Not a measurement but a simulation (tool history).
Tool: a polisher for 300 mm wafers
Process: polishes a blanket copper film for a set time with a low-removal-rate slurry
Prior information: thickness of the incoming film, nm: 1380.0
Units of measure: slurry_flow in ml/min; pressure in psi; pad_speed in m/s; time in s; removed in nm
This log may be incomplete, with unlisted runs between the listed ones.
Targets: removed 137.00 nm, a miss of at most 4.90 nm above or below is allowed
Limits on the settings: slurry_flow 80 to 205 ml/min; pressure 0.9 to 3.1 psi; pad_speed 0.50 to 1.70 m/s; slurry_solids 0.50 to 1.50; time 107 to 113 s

| run | hour | slurry_flow | pressure | pad_speed | slurry_solids | time | removed |
|---|---|---|---|---|---|---|---|
| 1 | 0.0 | 135 | 2.0 | 1.10 | 1.00 | 107 | 268.61 |
| 2 | 5.8 | 135 | 1.9 | 1.08 | 1.00 | 107 | 253.56 |
| 3 | 11.5 | 135 | 1.9 | 1.08 | 1.00 | 113 | 272.18 |
| 4 | 14.7 | 135 | 1.9 | 1.08 | 1.00 | 107 | 258.32 |
| 5 | 21.3 | 110 | 1.9 | 1.08 | 1.00 | 107 | 248.93 |
| 6 | 24.4 | 110 | 1.9 | 1.22 | 1.00 | 107 | 276.90 |
| 7 | 28.4 | 110 | 1.8 | 1.18 | 1.00 | 107 | 262.33 |
| 8 | 36.7 | 95 | 1.2 | 0.88 | 0.95 | 107 | 148.87 |

Below are 5 possible settings for the next run. Only one of them brings all results inside the allowed miss of their targets. Which is it?
| A | 45.0 | 80 | 1.3 | 0.90 | 1.05 | 111 | ? |
| B | 45.0 | 80 | 1.4 | 0.88 | 0.80 | 113 | ? |
| C | 45.0 | 100 | 1.1 | 0.94 | 0.95 | 113 | ? |
| D | 45.0 | 85 | 1.5 | 0.78 | 0.95 | 111 | ? |
| E | 45.0 | 80 | 0.9 | 0.92 | 1.10 | 113 | ? |

| move | removed |
|---|---|
| A | 166.95 |
| B | 164.30 |
| C | 157.89 |
| D | 163.91 |
| E | 137.10 |
A: the biggest miss grows against the last run
B: the biggest miss grows against the last run
C: the biggest miss grows against the last run
D: the biggest miss grows against the last run
E: every result within its allowed miss
Answer: E

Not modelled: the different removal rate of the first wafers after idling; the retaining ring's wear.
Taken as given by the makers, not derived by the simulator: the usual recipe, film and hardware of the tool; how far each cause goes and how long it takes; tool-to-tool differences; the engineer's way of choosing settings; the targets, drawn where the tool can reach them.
